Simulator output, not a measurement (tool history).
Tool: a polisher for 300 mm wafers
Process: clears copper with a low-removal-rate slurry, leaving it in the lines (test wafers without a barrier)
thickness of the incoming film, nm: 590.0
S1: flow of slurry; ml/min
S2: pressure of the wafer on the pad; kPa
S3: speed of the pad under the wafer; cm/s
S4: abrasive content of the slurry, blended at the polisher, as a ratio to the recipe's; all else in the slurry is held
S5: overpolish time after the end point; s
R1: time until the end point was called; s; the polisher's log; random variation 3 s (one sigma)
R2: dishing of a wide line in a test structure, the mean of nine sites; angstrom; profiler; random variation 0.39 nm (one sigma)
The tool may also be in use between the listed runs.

| run | hour | S1 | S2 | S3 | S4 | S5 | R1 | R2 |
|---|---|---|---|---|---|---|---|---|
| 1 | 0 | 130 | 26.9 | 108 | 1 | 25 | 147.17 | 677.1 |
| 2 | 5.3 | 130 | 24.1 | 110 | 1 | 22 | 153.97 | 565.52 |
| 3 | 8.3 | 125 | 22.1 | 112 | 0.95 | 19 | 172.5 | 463.27 |
| 4 | 11.3 | 135 | 22.1 | 112 | 0.95 | 19 | 171.37 | 468.01 |
| 5 | 14.4 | 145 | 22.1 | 112 | 0.95 | 19 | 168.16 | 485.16 |
| 6 | 16.6 | 145 | 22.1 | 96 | 0.95 | 19 | 198.17 | 417.78 |
| 7 | 17.5 | 135 | 20 | 100 | 1.05 | 17 | 208.01 | 365.31 |
| 8 | 18.6 | 125 | 18.6 | 106 | 1.15 | 15 | 201.85 | 324.23 |
| 9 | 23 | 115 | 17.2 | 110 | 1.2 | 14 | 214.81 | 305.01 |
| 10 | 24.2 | 115 | 16.5 | 114 | 1.25 | 13 | 216.21 | 270.42 |
| 11 | 32.4 | 110 | 15.9 | 122 | 1.3 | 12 | 200.6 | 253.8 |
| 12 | 35.1 | 110 | 15.9 | 122 | 1.3 | 12 | 204.62 | 274.84 |
| 13 | 42.1 | 105 | 15.2 | 126 | 1.35 | 11 | 200.84 | 244.48 |
| 14 | 46.9 | 100 | 14.5 | 130 | 1.4 | 10 | 206.96 | 218.44 |
| 15 | 53.6 | 95 | 14.5 | 132 | 1.4 | 10 | 198.3 | 219.73 |
| 16 | 62 | 90 | 14.5 | 132 | 1.4 | 10 | 210.8 | 220.38 |
| 17 | 70.5 | 90 | 14.5 | 132 | 1.4 | 10 | 213.97 | 217.62 |
| 18 | 76.4 | 90 | 13.8 | 136 | 1.4 | 10 | 212.58 | 214.02 |

Forecast run 19:
| 19 | 78.3 | 90 | 13.8 | 140 | 1.4 | 10 | ? | ? |

{"run 19": {"R1": 205.87, "R2": 216.8}}

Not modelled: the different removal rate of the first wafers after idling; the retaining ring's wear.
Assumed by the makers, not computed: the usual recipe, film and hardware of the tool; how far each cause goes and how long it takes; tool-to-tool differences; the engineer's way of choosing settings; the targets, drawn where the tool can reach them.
